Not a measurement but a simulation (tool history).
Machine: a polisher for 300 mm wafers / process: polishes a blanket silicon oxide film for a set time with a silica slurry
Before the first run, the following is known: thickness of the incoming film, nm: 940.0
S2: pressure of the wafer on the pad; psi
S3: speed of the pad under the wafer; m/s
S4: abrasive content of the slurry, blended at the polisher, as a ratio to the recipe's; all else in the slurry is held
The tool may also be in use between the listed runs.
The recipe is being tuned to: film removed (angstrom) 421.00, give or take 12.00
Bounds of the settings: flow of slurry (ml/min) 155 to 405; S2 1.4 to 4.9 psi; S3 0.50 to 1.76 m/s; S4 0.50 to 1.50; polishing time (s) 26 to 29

Run 1, hour 0.0: flow of slurry (ml/min) 260, S2 3.1 psi, S3 1.12 m/s, S4 1.00, polishing time (s) 29. Result: film removed (angstrom) 655.43.
Run 2, hour 4.4: flow of slurry (ml/min) 260, S2 2.3 psi, S3 1.12 m/s, S4 1.00, polishing time (s) 29. Result: film removed (angstrom) 488.67.
Run 3, hour 7.6: flow of slurry (ml/min) 260, S2 2.2 psi, S3 1.12 m/s, S4 1.00, polishing time (s) 29. Result: film removed (angstrom) 469.20.
Run 4, hour 12.4: flow of slurry (ml/min) 260, S2 2.7 psi, S3 1.12 m/s, S4 1.00, polishing time (s) 29. Result: film removed (angstrom) 571.08.
Run 5, hour 20.8: flow of slurry (ml/min) 260, S2 2.7 psi, S3 1.12 m/s, S4 1.00, polishing time (s) 29. Result: film removed (angstrom) 572.61.
Run 6, hour 26.9: flow of slurry (ml/min) 260, S2 2.7 psi, S3 1.12 m/s, S4 1.00, polishing time (s) 26. Result: film removed (angstrom) 519.49.
Run 7, hour 30.7: flow of slurry (ml/min) 250, S2 2.0 psi, S3 1.12 m/s, S4 1.00, polishing time (s) 26. Result: film removed (angstrom) 380.34.
Run 8, hour 37.1: flow of slurry (ml/min) 265, S2 2.0 psi, S3 1.12 m/s, S4 1.00, polishing time (s) 26. Result: film removed (angstrom) 383.98.
Run 9, hour 40.9: flow of slurry (ml/min) 290, S2 2.3 psi, S3 1.12 m/s, S4 1.00, polishing time (s) 26. Result: film removed (angstrom) 440.62.

5 candidate next runs follow, results not yet known. Just one meets every target within its allowed miss. Identify it.
Run A, hour 44.7: flow of slurry (ml/min) 240, S2 1.5 psi, S3 1.62 m/s, S4 0.95, polishing time (s) 29. Result: film removed (angstrom) ?.
Run B, hour 44.7: flow of slurry (ml/min) 265, S2 2.2 psi, S3 1.14 m/s, S4 0.90, polishing time (s) 29. Result: film removed (angstrom) ?.
Run C, hour 44.7: flow of slurry (ml/min) 320, S2 2.4 psi, S3 1.04 m/s, S4 0.90, polishing time (s) 26. Result: film removed (angstrom) ?.
Run D, hour 44.7: flow of slurry (ml/min) 340, S2 2.1 psi, S3 1.04 m/s, S4 0.80, polishing time (s) 29. Result: film removed (angstrom) ?.
Run E, hour 44.7: flow of slurry (ml/min) 305, S2 2.0 psi, S3 1.10 m/s, S4 1.05, polishing time (s) 26. Result: film removed (angstrom) ?.

move  film removed (angstrom)
   A                   391.53
   B                   454.41
   C                   427.35
   D                   399.08
   E                   393.57
A: the result that was furthest off in the last run now lies on the other side of its target
B: lands further from the targets than the last run did
C: each result inside its tolerance
D: the result that was furthest off in the last run now lies on the other side of its target
E: the result that was furthest off in the last run now lies on the other side of its target
C is the move that brings every result within its allowed miss.
